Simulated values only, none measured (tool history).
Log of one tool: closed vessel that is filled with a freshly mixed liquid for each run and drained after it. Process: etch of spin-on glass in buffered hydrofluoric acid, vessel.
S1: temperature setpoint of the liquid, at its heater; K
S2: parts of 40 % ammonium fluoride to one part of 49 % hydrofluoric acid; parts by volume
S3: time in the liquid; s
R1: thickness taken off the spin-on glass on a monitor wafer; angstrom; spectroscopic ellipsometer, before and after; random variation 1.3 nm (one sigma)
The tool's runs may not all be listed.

{"run": 1, "hour": 0.0, "S1": 296.15, "S2": 7.5, "S3": 30, "R1": 1112.1}
{"run": 2, "hour": 7.7, "S1": 298.15, "S2": 7.5, "S3": 30, "R1": 1253.3}
{"run": 3, "hour": 14.9, "S1": 299.65, "S2": 7.5, "S3": 30, "R1": 1321.7}
{"run": 4, "hour": 19.0, "S1": 296.65, "S2": 7.5, "S3": 30, "R1": 1156.1}
{"run": 5, "hour": 21.9, "S1": 296.65, "S2": 8.5, "S3": 30, "R1": 996}
{"run": 6, "hour": 23.1, "S1": 298.65, "S2": 8, "S3": 30, "R1": 1190.1}

The next listed run, before its measurement:
{"run": 7, "hour": 29.4, "S1": 300.15, "S2": 8, "S3": 30, "R1": "?"}

R1: 1293.2 angstrom
